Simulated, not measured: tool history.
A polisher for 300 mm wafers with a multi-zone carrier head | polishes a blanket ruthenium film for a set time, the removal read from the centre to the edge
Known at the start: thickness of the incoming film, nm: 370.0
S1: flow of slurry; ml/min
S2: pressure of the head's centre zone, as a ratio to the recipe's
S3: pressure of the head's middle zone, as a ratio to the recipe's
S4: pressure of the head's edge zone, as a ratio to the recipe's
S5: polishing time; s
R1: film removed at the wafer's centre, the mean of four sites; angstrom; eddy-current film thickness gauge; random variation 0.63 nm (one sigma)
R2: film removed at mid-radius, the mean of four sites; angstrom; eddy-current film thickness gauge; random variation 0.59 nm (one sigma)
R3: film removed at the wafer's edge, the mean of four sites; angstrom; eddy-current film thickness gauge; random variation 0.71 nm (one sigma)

{"run": 1, "hour": 0.0, "S1": 205, "S2": 1.0, "S3": 1.0, "S4": 1.0, "S5": 45, "R1": 590.15, "R2": 593.07, "R3": 561.14}
{"run": 2, "hour": 8.2, "S1": 205, "S2": 1.0, "S3": 1.0, "S4": 1.0, "S5": 38, "R1": 501.98, "R2": 494.76, "R3": 487.02}
{"run": 3, "hour": 15.0, "S1": 205, "S2": 1.0, "S3": 0.92, "S4": 1.0, "S5": 38, "R1": 502.54, "R2": 456.26, "R3": 489.64}
{"run": 4, "hour": 19.5, "S1": 210, "S2": 0.98, "S3": 0.94, "S4": 1.02, "S5": 38, "R1": 509.21, "R2": 467.98, "R3": 494.13}
{"run": 5, "hour": 23.2, "S1": 195, "S2": 0.94, "S3": 0.96, "S4": 1.05, "S5": 39, "R1": 481.71, "R2": 481.83, "R3": 508.3}
{"run": 6, "hour": 26.7, "S1": 195, "S2": 0.94, "S3": 0.96, "S4": 1.1, "S5": 39, "R1": 479.05, "R2": 495.79, "R3": 521.48}
{"run": 7, "hour": 28.1, "S1": 195, "S2": 0.94, "S3": 0.96, "S4": 1.11, "S5": 39, "R1": 481.56, "R2": 495.08, "R3": 540.7}
{"run": 8, "hour": 32.2, "S1": 195, "S2": 0.94, "S3": 0.97, "S4": 1.11, "S5": 39, "R1": 482.48, "R2": 492.44, "R3": 526.88}
{"run": 9, "hour": 35.9, "S1": 195, "S2": 0.93, "S3": 0.98, "S4": 1.12, "S5": 39, "R1": 482.66, "R2": 504.63, "R3": 522.26}
{"run": 10, "hour": 39.6, "S1": 190, "S2": 0.92, "S3": 0.98, "S4": 1.13, "S5": 39, "R1": 466.08, "R2": 500.5, "R3": 533.66}
{"run": 11, "hour": 46.7, "S1": 190, "S2": 0.92, "S3": 0.99, "S4": 1.13, "S5": 39, "R1": 475.29, "R2": 500.92, "R3": 523.09}

Run 12 comes next. What will it give?
{"run": 12, "hour": 54.2, "S1": 190, "S2": 0.92, "S3": 0.99, "S4": 1.13, "S5": 39, "R1": "?", "R2": "?", "R3": "?"}

{"run 12": {"R1": 473.72, "R2": 495.97, "R3": 546.77}}
